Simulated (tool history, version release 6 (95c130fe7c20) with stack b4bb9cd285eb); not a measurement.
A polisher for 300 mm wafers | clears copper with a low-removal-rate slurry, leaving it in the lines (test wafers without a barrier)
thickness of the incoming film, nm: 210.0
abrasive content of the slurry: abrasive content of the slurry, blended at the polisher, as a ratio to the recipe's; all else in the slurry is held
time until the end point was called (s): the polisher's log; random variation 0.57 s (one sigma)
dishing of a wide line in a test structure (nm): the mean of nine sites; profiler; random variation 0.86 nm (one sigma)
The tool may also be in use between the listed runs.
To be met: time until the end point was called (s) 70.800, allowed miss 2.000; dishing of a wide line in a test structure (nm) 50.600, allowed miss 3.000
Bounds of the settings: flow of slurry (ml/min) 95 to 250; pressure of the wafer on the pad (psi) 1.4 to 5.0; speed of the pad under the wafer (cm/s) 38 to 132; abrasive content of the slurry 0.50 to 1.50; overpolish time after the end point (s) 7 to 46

run,day,flow of slurry (ml/min),pressure of the wafer on the pad (psi),speed of the pad under the wafer (cm/s),abrasive content of the slurry,overpolish time after the end point (s),time until the end point was called (s),dishing of a wide line in a test structure (nm)
1,0.000,160,3.2,84,1.00,24,73.812,37.909
2,0.338,160,3.2,84,1.00,25,73.347,38.889
3,0.621,160,3.2,84,1.00,26,74.078,39.146
4,0.962,160,3.2,84,0.90,26,75.707,38.520
5,1.062,160,3.2,84,0.90,33,75.686,44.490
6,1.171,160,3.9,84,0.90,33,62.225,51.895
7,1.333,155,3.9,84,0.90,33,62.868,51.516
8,1.417,155,3.9,84,0.90,33,62.216,51.398

Which of these 5 next moves meets every target?
A,1.500,180,3.5,80,0.90,36,?,?
B,1.500,145,3.2,82,1.00,46,?,?
C,1.500,140,3.3,86,1.05,31,?,?
D,1.500,155,4.0,76,1.00,44,?,?
E,1.500,135,4.2,72,0.80,46,?,?

move,time until the end point was called (s),dishing of a wide line in a test structure (nm)
A,70.618,49.166
B,76.097,53.642
C,70.255,44.814
D,65.263,57.894
E,70.108,57.342
A: meets every target
B: takes the result that was furthest off past its target
C: brings the result that was furthest off to its target, and leaves another outside
D: nearer than the last run, and not there yet
E: brings the result that was furthest off to its target, and leaves another outside
The right move is A.
